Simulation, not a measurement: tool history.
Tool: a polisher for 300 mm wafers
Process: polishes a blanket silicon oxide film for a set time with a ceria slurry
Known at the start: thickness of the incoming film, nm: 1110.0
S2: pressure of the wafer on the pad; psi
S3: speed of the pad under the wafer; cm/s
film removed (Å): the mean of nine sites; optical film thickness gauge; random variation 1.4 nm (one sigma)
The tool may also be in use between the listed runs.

run 1 hour=0.0 | flow_of_slurry_(ml/min)=290 S2=4.1 S3=116 polishing_time_(s)=39 | film_removed_(Å)=2249.2
run 2 hour=2.8 | flow_of_slurry_(ml/min)=290 S2=3.6 S3=108 polishing_time_(s)=39 | film_removed_(Å)=1898.4
run 3 hour=5.7 | flow_of_slurry_(ml/min)=230 S2=3.6 S3=108 polishing_time_(s)=39 | film_removed_(Å)=1858.6
run 4 hour=12.7 | flow_of_slurry_(ml/min)=230 S2=3.2 S3=100 polishing_time_(s)=39 | film_removed_(Å)=1510.3
run 5 hour=19.0 | flow_of_slurry_(ml/min)=175 S2=3.2 S3=100 polishing_time_(s)=39 | film_removed_(Å)=1479.6
run 6 hour=21.6 | flow_of_slurry_(ml/min)=175 S2=3.2 S3=74 polishing_time_(s)=39 | film_removed_(Å)=1124.9

Run 7 comes next. What will it give?
run 7 hour=23.6 | flow_of_slurry_(ml/min)=175 S2=3.1 S3=74 polishing_time_(s)=39 | film_removed_(Å)=?

Run 7 gave film removed (Å) 1125.4.
